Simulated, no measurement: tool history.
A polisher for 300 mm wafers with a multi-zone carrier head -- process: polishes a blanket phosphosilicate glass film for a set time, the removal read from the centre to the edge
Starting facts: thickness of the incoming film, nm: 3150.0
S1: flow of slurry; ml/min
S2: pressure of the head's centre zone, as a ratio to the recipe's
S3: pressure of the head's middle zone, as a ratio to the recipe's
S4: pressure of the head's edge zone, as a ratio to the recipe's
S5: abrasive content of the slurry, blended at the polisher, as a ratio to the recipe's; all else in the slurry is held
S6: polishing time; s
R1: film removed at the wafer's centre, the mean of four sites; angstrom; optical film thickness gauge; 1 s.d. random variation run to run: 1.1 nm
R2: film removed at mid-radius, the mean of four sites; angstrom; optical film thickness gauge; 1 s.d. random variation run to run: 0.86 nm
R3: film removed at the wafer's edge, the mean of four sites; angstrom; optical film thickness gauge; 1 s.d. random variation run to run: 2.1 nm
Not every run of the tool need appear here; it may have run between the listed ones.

{"run": 1, "hour": 0.0, "S1": 180, "S2": 1.0, "S3": 1.0, "S4": 1.0, "S5": 1.0, "S6": 46, "R1": 3447.0, "R2": 3349.7, "R3": 3425.6}
{"run": 2, "hour": 6.9, "S1": 180, "S2": 1.0, "S3": 1.0, "S4": 1.0, "S5": 0.85, "S6": 46, "R1": 3152.9, "R2": 3120.7, "R3": 3079.3}
{"run": 3, "hour": 11.3, "S1": 180, "S2": 1.0, "S3": 1.0, "S4": 1.08, "S5": 0.85, "S6": 46, "R1": 3178.8, "R2": 3134.0, "R3": 3177.3}
{"run": 4, "hour": 18.3, "S1": 170, "S2": 0.99, "S3": 0.96, "S4": 1.07, "S5": 0.8, "S6": 41, "R1": 2657.0, "R2": 2563.0, "R3": 2711.6}
{"run": 5, "hour": 22.0, "S1": 170, "S2": 0.99, "S3": 0.88, "S4": 1.07, "S5": 0.8, "S6": 41, "R1": 2677.4, "R2": 2445.5, "R3": 2812.3}
{"run": 6, "hour": 29.5, "S1": 165, "S2": 0.99, "S3": 0.87, "S4": 1.05, "S5": 0.75, "S6": 37, "R1": 2312.3, "R2": 2077.9, "R3": 2416.4}
{"run": 7, "hour": 38.0, "S1": 165, "S2": 0.99, "S3": 0.87, "S4": 1.05, "S5": 0.75, "S6": 37, "R1": 2335.7, "R2": 2092.9, "R3": 2370.1}

Forecast run 8:
{"run": 8, "hour": 44.3, "S1": 155, "S2": 0.98, "S3": 0.86, "S4": 1.04, "S5": 0.7, "S6": 35, "R1": "?", "R2": "?", "R3": "?"}

For run 8 the tool returned R1 2038.6 angstrom, R2 1856.0 angstrom, R3 2127.9 angstrom.
